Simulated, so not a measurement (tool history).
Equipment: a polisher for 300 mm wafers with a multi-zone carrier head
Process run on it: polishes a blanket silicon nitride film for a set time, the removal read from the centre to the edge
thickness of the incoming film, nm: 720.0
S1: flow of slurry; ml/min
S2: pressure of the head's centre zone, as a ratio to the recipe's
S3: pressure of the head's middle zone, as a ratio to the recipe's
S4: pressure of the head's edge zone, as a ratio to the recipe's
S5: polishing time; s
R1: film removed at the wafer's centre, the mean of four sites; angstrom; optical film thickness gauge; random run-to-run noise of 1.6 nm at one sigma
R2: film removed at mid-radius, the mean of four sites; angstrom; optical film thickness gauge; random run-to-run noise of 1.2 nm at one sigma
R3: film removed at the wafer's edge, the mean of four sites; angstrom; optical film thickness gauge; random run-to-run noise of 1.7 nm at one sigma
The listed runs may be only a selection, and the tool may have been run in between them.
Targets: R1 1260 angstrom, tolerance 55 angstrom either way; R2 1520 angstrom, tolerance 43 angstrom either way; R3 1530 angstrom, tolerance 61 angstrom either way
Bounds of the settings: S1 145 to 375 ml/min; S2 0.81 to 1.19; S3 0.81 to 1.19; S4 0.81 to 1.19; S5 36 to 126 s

| run | hour | S1 | S2 | S3 | S4 | S5 | R1 | R2 | R3 |
|---|---|---|---|---|---|---|---|---|---|
| 1 | 0 | 240 | 1 | 1 | 1 | 81 | 2232.2 | 2250.5 | 2307.1 |
| 2 | 3.3 | 240 | 1 | 0.95 | 1 | 81 | 2220.5 | 2190.1 | 2271.6 |
| 3 | 10.4 | 235 | 0.97 | 0.95 | 0.99 | 77 | 2057.5 | 2112.3 | 2154.8 |
| 4 | 13.8 | 235 | 0.97 | 0.88 | 0.99 | 77 | 2111.5 | 1974.2 | 2114.8 |
| 5 | 15.4 | 230 | 0.94 | 0.89 | 0.99 | 73 | 1882.8 | 1923.8 | 2033.8 |
| 6 | 18.3 | 225 | 0.92 | 0.88 | 0.98 | 70 | 1795.8 | 1818.6 | 1920.5 |
| 7 | 27.1 | 220 | 0.9 | 0.88 | 0.98 | 67 | 1655.6 | 1742.6 | 1874 |
| 8 | 27.9 | 215 | 0.89 | 0.88 | 0.96 | 65 | 1586.5 | 1674 | 1780.9 |

4 next moves are on the table. One of them brings every result within its allowed miss. Which?
| A | 28.7 | 225 | 0.88 | 0.96 | 0.92 | 56 | ? | ? | ? |
| B | 28.7 | 145 | 0.86 | 0.91 | 0.84 | 56 | ? | ? | ? |
| C | 28.7 | 325 | 0.91 | 1.02 | 0.83 | 52 | ? | ? | ? |
| D | 28.7 | 175 | 0.82 | 0.99 | 0.94 | 57 | ? | ? | ? |

| move | R1 | R2 | R3 |
|---|---|---|---|
| A | 1375.8 | 1532.8 | 1509.7 |
| B | 1244.2 | 1393.8 | 1388.5 |
| C | 1380.8 | 1527.2 | 1390.2 |
| D | 1252.9 | 1529.6 | 1508.1 |
A: closer than the last run, but not yet in spec
B: the furthest-off result lands on target, but another misses its tolerance
C: closer than the last run, but not yet in spec
D: all results in spec
Correct choice: D, which meets every target
